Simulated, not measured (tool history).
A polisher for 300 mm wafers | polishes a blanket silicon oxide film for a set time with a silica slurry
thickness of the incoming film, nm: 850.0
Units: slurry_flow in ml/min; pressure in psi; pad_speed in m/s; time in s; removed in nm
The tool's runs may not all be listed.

run  hour  slurry_flow  pressure  pad_speed  slurry_solids  time  removed
  1     0          195       5.5       0.98              1    32   141.16
  2   8.8          195       5.2       0.98              1    32   134.67
  3    15          195       3.9       0.98              1    32   105.06
  4  16.8          195       4.1       0.98              1    32   105.26
  5  20.5          195       4.1       0.98              1    29   96.022
  6  24.9          195       4.4       0.98              1    29   103.85

Forecast run 7:
  7  33.6          195       4.6       0.98              1    29        ?

{"run 7": {"removed": 110.3}}

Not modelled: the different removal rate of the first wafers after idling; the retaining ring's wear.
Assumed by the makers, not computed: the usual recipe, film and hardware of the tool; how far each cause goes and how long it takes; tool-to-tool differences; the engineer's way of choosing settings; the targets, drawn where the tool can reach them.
